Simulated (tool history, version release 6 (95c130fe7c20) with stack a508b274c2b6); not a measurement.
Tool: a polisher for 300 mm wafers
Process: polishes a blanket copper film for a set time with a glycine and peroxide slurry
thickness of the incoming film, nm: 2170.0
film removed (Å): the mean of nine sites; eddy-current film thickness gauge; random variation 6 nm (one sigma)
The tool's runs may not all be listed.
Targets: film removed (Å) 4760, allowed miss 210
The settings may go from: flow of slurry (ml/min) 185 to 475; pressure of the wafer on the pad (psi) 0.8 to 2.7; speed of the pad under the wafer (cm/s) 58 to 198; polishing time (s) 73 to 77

run  hour  flow of slurry (ml/min)  pressure of the wafer on the pad (psi)  speed of the pad under the wafer (cm/s)  polishing time (s)  film removed (Å)
  1     0                      305                                     1.7                                      128                  73            3567.6
  2   3.2                      305                                     1.9                                      130                  73            3914.3
  3  12.1                      305                                     1.6                                      130                  73            3379.6
  4  13.8                      305                                     1.8                                      130                  73            3750.3
  5    19                      335                                     1.8                                      130                  73              3787
  6  22.3                      380                                     1.8                                      130                  73            3830.4
  7  23.5                      380                                     1.9                                      132                  73            4085.7
  8  27.9                      380                                       2                                      132                  73            4226.9
  9  31.4                      380                                     2.1                                      132                  73              4305
 10  35.5                      380                                     2.2                                      132                  73            4533.3

Which of these 4 next moves meets every target?
  A  39.6                      395                                       2                                      132                  74                 ?
  B  39.6                      385                                     2.1                                      124                  73                 ?
  C  39.6                      400                                       2                                      142                  77                 ?
  D  39.6                      345                                     2.2                                      114                  76                 ?

move  film removed (Å)
   A            4368.5
   B            4246.8
   C            4828.7
   D            4249.9
A: further off than the last run
B: further off than the last run
C: meets every target
D: further off than the last run
The right move is C.
